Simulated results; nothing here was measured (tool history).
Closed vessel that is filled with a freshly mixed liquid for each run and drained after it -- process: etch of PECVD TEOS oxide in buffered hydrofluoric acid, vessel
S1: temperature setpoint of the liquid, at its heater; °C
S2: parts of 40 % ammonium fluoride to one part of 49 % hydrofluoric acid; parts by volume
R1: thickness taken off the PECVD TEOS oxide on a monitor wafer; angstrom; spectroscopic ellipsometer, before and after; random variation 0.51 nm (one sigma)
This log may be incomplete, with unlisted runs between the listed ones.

{"run": 1, "hour": 0.0, "S1": 23.0, "S2": 18.5, "time in the liquid (s)": 35, "R1": 255.26}
{"run": 2, "hour": 1.0, "S1": 25.5, "S2": 16.0, "time in the liquid (s)": 35, "R1": 336.36}
{"run": 3, "hour": 7.2, "S1": 27.0, "S2": 14.5, "time in the liquid (s)": 35, "R1": 404.83}
{"run": 4, "hour": 10.0, "S1": 27.0, "S2": 16.5, "time in the liquid (s)": 35, "R1": 359.68}
{"run": 5, "hour": 16.0, "S1": 27.0, "S2": 16.5, "time in the liquid (s)": 35, "R1": 350.25}
{"run": 6, "hour": 17.5, "S1": 27.0, "S2": 21.5, "time in the liquid (s)": 35, "R1": 277.95}
{"run": 7, "hour": 20.1, "S1": 28.0, "S2": 18.5, "time in the liquid (s)": 35, "R1": 329.35}

Predict the results of run 8:
{"run": 8, "hour": 23.4, "S1": 29.0, "S2": 16.0, "time in the liquid (s)": 35, "R1": "?"}

Run 8 produced R1 404.87 angstrom.

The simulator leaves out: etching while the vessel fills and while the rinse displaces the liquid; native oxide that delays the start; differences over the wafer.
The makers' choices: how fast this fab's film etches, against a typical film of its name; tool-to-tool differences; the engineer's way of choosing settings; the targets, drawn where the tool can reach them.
